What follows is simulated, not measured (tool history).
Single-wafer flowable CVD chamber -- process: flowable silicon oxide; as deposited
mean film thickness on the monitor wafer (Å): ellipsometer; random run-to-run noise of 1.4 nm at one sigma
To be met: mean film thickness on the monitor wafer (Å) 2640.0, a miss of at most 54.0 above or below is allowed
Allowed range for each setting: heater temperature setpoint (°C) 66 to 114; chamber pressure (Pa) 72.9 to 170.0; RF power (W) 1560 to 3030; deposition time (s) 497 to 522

run	hour	heater temperature setpoint (°C)	chamber pressure (Pa)	RF power (W)	deposition time (s)	mean film thickness on the monitor wafer (Å)
1	0.0	90	121.5	2295	522	5461.4
2	6.8	93	121.3	2295	522	5013.6
3	8.2	93	121.3	2295	497	4734.9
4	14.9	95	121.3	2295	497	4427.2
5	16.7	95	100.7	2295	497	3657.4
6	24.0	96	100.7	2295	497	3561.1
7	32.2	97	100.7	2295	497	3443.7
8	36.2	98	100.7	2295	497	3337.4
9	38.8	99	100.7	2295	497	3215.8
10	45.5	100	100.7	2295	497	3099.8
11	54.0	101	100.7	2295	497	3025.4
12	58.3	102	100.7	2295	497	2923.4
13	64.6	104	100.7	2295	497	2735.1

Consider the 4 candidate settings below. Which is the only one whose results all fall within their allowed miss of target?
A	70.9	108	108.5	2510	517	?
B	70.9	102	95.3	2055	521	?
C	70.9	105	100.0	2075	510	?
D	70.9	110	104.7	2580	518	?

move	mean film thickness on the monitor wafer (Å)
A	2715.1
B	2815.8
C	2619.7
D	2467.1
A: closes in on the targets versus the last run, not all within tolerance yet
B: further off than the last run
C: in spec on every target
D: the result that was furthest off in the last run now lies on the other side of its target
Go with C: it meets all targets.
